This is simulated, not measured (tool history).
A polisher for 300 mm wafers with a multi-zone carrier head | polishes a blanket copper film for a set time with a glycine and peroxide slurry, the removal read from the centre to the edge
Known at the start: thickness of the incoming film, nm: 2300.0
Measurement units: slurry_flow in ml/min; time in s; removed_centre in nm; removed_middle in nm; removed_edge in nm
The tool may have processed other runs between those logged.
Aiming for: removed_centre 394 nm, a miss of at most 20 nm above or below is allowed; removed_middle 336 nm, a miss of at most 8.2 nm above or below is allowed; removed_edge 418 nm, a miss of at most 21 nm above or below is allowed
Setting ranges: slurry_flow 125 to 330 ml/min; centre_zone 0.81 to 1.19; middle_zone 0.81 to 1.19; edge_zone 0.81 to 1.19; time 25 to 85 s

{"run": 1, "hour": 0.0, "slurry_flow": 210, "centre_zone": 1, "middle_zone": 1, "edge_zone": 1, "time": 55, "removed_centre": 380.83, "removed_middle": 376.3, "removed_edge": 393.73}
{"run": 2, "hour": 1.4, "slurry_flow": 210, "centre_zone": 1, "middle_zone": 1, "edge_zone": 1, "time": 42, "removed_centre": 292.66, "removed_middle": 286.34, "removed_edge": 294.38}
{"run": 3, "hour": 8.6, "slurry_flow": 210, "centre_zone": 1, "middle_zone": 1, "edge_zone": 1.04, "time": 42, "removed_centre": 295.07, "removed_middle": 289.86, "removed_edge": 300.86}
{"run": 4, "hour": 11.3, "slurry_flow": 210, "centre_zone": 1, "middle_zone": 0.92, "edge_zone": 1.04, "time": 42, "removed_centre": 294.04, "removed_middle": 270.87, "removed_edge": 302.6}
{"run": 5, "hour": 15.1, "slurry_flow": 210, "centre_zone": 1, "middle_zone": 0.92, "edge_zone": 1.04, "time": 32, "removed_centre": 225.81, "removed_middle": 203.48, "removed_edge": 235.07}
{"run": 6, "hour": 16.9, "slurry_flow": 210, "centre_zone": 1.01, "middle_zone": 0.91, "edge_zone": 1.06, "time": 35, "removed_centre": 242.19, "removed_middle": 225.78, "removed_edge": 252.27}
{"run": 7, "hour": 21.2, "slurry_flow": 255, "centre_zone": 1.09, "middle_zone": 0.81, "edge_zone": 1.08, "time": 50, "removed_centre": 375.85, "removed_middle": 298.33, "removed_edge": 376.56}
{"run": 8, "hour": 28.6, "slurry_flow": 260, "centre_zone": 1.09, "middle_zone": 0.82, "edge_zone": 1.09, "time": 50, "removed_centre": 380.24, "removed_middle": 302.23, "removed_edge": 366.04}
{"run": 9, "hour": 37.3, "slurry_flow": 255, "centre_zone": 1.08, "middle_zone": 0.82, "edge_zone": 1.09, "time": 51, "removed_centre": 382.92, "removed_middle": 306.77, "removed_edge": 376.84}
{"run": 10, "hour": 41.4, "slurry_flow": 255, "centre_zone": 1.07, "middle_zone": 0.82, "edge_zone": 1.1, "time": 52, "removed_centre": 397.14, "removed_middle": 311.74, "removed_edge": 380.98}
{"run": 11, "hour": 44.4, "slurry_flow": 255, "centre_zone": 1.08, "middle_zone": 0.82, "edge_zone": 1.07, "time": 52, "removed_centre": 399.1, "removed_middle": 317.72, "removed_edge": 386.83}
{"run": 12, "hour": 50.4, "slurry_flow": 250, "centre_zone": 1.06, "middle_zone": 0.82, "edge_zone": 1.07, "time": 53, "removed_centre": 387.58, "removed_middle": 319.39, "removed_edge": 390.01}
{"run": 13, "hour": 54.8, "slurry_flow": 245, "centre_zone": 1.05, "middle_zone": 0.82, "edge_zone": 1.07, "time": 54, "removed_centre": 389.05, "removed_middle": 325.34, "removed_edge": 397.07}

Which of these 5 next moves meets every target?
{"run": "A", "hour": 59.2, "slurry_flow": 150, "centre_zone": 1.06, "middle_zone": 0.87, "edge_zone": 1.14, "time": 58, "removed_centre": "?", "removed_middle": "?", "removed_edge": "?"}
{"run": "B", "hour": 59.2, "slurry_flow": 175, "centre_zone": 0.97, "middle_zone": 0.81, "edge_zone": 1.19, "time": 60, "removed_centre": "?", "removed_middle": "?", "removed_edge": "?"}
{"run": "C", "hour": 59.2, "slurry_flow": 175, "centre_zone": 0.99, "middle_zone": 0.92, "edge_zone": 1, "time": 55, "removed_centre": "?", "removed_middle": "?", "removed_edge": "?"}
{"run": "D", "hour": 59.2, "slurry_flow": 160, "centre_zone": 0.88, "middle_zone": 0.83, "edge_zone": 1.12, "time": 59, "removed_centre": "?", "removed_middle": "?", "removed_edge": "?"}
{"run": "E", "hour": 59.2, "slurry_flow": 215, "centre_zone": 0.91, "middle_zone": 0.83, "edge_zone": 1.09, "time": 56, "removed_centre": "?", "removed_middle": "?", "removed_edge": "?"}

move=A removed_centre=388.26 removed_middle=339.73 removed_edge=419.57
move=B removed_centre=388.41 removed_middle=342.25 removed_edge=454.47
move=C removed_centre=361.96 removed_middle=348.5 removed_edge=381.08
move=D removed_centre=347.76 removed_middle=337.44 removed_edge=427.45
move=E removed_centre=358.79 removed_middle=337.33 removed_edge=415.67
A: meets every target
B: the worst result of the last run now meets its target, but another is out of spec
C: the result that was furthest off in the last run now lies on the other side of its target
D: the worst result of the last run now meets its target, but another is out of spec
E: the worst result of the last run now meets its target, but another is out of spec
A meets every target.
